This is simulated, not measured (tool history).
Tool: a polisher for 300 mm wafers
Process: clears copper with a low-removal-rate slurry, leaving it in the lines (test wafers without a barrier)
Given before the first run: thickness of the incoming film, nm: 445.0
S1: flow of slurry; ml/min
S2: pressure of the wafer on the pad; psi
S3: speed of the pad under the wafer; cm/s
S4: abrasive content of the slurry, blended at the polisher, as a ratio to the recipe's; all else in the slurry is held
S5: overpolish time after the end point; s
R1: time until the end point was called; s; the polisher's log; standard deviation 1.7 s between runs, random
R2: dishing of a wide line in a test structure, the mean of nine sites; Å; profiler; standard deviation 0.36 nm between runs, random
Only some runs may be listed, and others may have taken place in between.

run	hour	S1	S2	S3	S4	S5	R1	R2
1	0.0	265	2.8	100	1.00	12	192.38	230.15
2	4.3	265	2.8	100	0.80	12	197.22	222.32
3	12.6	265	2.8	100	0.80	15	196.42	274.67
4	16.4	260	3.1	100	0.80	14	185.38	277.29
5	23.3	275	3.4	102	0.80	13	169.78	274.24
6	27.5	275	3.7	102	0.80	13	158.14	287.32
7	29.1	275	3.9	102	0.80	13	157.21	307.33

Run 8 has not been measured yet. What should we expect?
8	33.3	275	4.1	104	0.75	12	?	?

Logged for run 8: R1 146.07 s, R2 296.87 Å.

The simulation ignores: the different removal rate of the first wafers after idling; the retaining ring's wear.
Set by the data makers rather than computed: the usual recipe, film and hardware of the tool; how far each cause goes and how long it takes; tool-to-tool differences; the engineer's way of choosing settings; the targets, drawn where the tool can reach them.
